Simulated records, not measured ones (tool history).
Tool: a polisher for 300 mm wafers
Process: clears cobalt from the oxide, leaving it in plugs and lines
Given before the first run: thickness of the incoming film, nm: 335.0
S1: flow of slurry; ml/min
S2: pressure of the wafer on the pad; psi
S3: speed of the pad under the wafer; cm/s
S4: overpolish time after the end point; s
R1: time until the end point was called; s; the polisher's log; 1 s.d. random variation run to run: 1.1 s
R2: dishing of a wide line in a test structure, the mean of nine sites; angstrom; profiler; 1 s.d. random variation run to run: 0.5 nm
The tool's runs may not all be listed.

| run | day | S1 | S2 | S3 | S4 | R1 | R2 |
|---|---|---|---|---|---|---|---|
| 1 | 0.000 | 225 | 1.5 | 94 | 17 | 101.030 | 385.65 |
| 2 | 0.262 | 225 | 1.6 | 94 | 14 | 97.534 | 337.67 |
| 3 | 0.588 | 225 | 1.6 | 82 | 14 | 103.890 | 318.33 |
| 4 | 0.729 | 225 | 1.6 | 82 | 7 | 103.510 | 177.12 |
|  | 0.958 | worn pad replaced by a new one |
| 5 | 0.958 | 265 | 1.6 | 82 | 7 | 90.578 | 196.81 |
| 6 | 1.079 | 265 | 1.3 | 82 | 7 | 107.800 | 177.37 |
| 7 | 1.412 | 290 | 1.5 | 82 | 6 | 99.018 | 172.00 |
| 8 | 1.742 | 310 | 1.7 | 82 | 6 | 86.765 | 178.77 |

Forecast run 9:
| 9 | 2.017 | 310 | 1.8 | 84 | 6 | ? | ? |

{"run 9": {"R1": 83.89, "R2": 189.92}}
